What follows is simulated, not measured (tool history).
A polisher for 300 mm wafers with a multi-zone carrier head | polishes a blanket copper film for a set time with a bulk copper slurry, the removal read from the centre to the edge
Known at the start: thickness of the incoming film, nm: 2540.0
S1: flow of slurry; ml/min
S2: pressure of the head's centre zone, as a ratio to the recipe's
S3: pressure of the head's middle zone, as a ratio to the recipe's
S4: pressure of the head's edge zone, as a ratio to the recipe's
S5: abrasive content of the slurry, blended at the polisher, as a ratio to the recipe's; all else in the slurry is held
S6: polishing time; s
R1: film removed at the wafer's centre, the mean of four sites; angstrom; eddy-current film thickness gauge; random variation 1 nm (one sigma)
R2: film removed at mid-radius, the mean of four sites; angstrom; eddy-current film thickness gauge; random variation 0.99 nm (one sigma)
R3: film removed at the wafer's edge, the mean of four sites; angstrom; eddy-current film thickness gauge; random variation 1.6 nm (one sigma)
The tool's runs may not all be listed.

Run 1, hour 0: S1 300 ml/min, S2 1, S3 1, S4 1, S5 1, S6 42 s. Result: R1 1956 angstrom, R2 1996.2 angstrom, R3 2107.9 angstrom.
Run 2, hour 1.6: S1 300 ml/min, S2 1, S3 0.99, S4 0.98, S5 0.95, S6 41 s. Result: R1 1900 angstrom, R2 1930.2 angstrom, R3 2047.2 angstrom.
Run 3, hour 3.4: S1 300 ml/min, S2 1, S3 0.99, S4 1.06, S5 0.95, S6 41 s. Result: R1 1915.3 angstrom, R2 1934.8 angstrom, R3 2097.8 angstrom.
Run 4, hour 10.3: S1 300 ml/min, S2 1, S3 0.99, S4 1.06, S5 0.95, S6 31 s. Result: R1 1455.1 angstrom, R2 1436.2 angstrom, R3 1558.2 angstrom.
Run 5, hour 13.9: S1 300 ml/min, S2 1, S3 0.99, S4 1.06, S5 0.95, S6 38 s. Result: R1 1779.2 angstrom, R2 1795.4 angstrom, R3 1963.6 angstrom.
Run 6, hour 18.2: S1 300 ml/min, S2 0.93, S3 0.99, S4 1.06, S5 0.95, S6 38 s. Result: R1 1637.6 angstrom, R2 1795.8 angstrom, R3 1922.8 angstrom.
Run 7, hour 19: S1 300 ml/min, S2 0.93, S3 0.99, S4 1.06, S5 0.95, S6 38 s. Result: R1 1657 angstrom, R2 1794.4 angstrom, R3 1933.4 angstrom.
Run 8, hour 20: S1 300 ml/min, S2 0.94, S3 0.99, S4 1.04, S5 0.9, S6 37 s. Result: R1 1598.6 angstrom, R2 1713.7 angstrom, R3 1834.5 angstrom.
Run 9, hour 23: S1 300 ml/min, S2 0.95, S3 0.99, S4 1.02, S5 0.85, S6 37 s. Result: R1 1611.1 angstrom, R2 1684.9 angstrom, R3 1800.6 angstrom.

Run 10 comes next. What will it give?
Run 10, hour 28.6: S1 300 ml/min, S2 0.95, S3 0.99, S4 1.02, S5 0.85, S6 37 s. Result: R1 ?, R2 ?, R3 ?.

{"run 10": {"R1": 1610.2, "R2": 1696.9, "R3": 1828.4}}

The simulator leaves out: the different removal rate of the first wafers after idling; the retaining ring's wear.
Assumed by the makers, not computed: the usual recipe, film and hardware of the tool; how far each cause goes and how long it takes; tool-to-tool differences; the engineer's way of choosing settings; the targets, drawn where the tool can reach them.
